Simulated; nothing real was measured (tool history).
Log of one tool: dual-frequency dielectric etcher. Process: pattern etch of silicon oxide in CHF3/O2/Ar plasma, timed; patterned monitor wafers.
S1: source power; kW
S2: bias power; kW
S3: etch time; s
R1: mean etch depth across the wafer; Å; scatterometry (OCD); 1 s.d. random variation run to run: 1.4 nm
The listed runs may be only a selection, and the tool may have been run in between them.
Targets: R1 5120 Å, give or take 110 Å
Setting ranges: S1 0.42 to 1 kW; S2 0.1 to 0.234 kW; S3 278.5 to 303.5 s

run 1 hour=0 | S1=0.71 S2=0.167 S3=303.5 | R1=6051.4
run 2 hour=5.9 | S1=0.71 S2=0.167 S3=278.5 | R1=5534.3
run 3 hour=13.9 | S1=0.71 S2=0.167 S3=278.5 | R1=5542.3
run 4 hour=22.8 | S1=0.71 S2=0.189 S3=278.5 | R1=5698.3
run 5 hour=26.4 | S1=0.71 S2=0.2 S3=278.5 | R1=5797.7
run 6 hour=27.2 | S1=0.71 S2=0.229 S3=278.5 | R1=6012.5
run 7 hour=33.8 | S1=0.57 S2=0.207 S3=278.5 | R1=5368.9
run 8 hour=38.3 | S1=0.48 S2=0.201 S3=278.5 | R1=4995.9

Consider the 5 candidate settings below. Which is the only one whose results all fall within their allowed miss of target?
run A hour=42.8 | S1=0.43 S2=0.173 S3=287.5 | R1=?
run B hour=42.8 | S1=0.42 S2=0.213 S3=278.5 | R1=?
run C hour=42.8 | S1=0.44 S2=0.212 S3=278.5 | R1=?
run D hour=42.8 | S1=0.42 S2=0.204 S3=297.5 | R1=?
run E hour=42.8 | S1=0.44 S2=0.18 S3=287 | R1=?

move=A R1=4791.1
move=B R1=4867.6
move=C R1=4946.9
move=D R1=5137.2
move=E R1=4875.3
A: further off than the last run
B: further off than the last run
C: further off than the last run
D: every result within its allowed miss
E: further off than the last run
The move that meets every target is D.
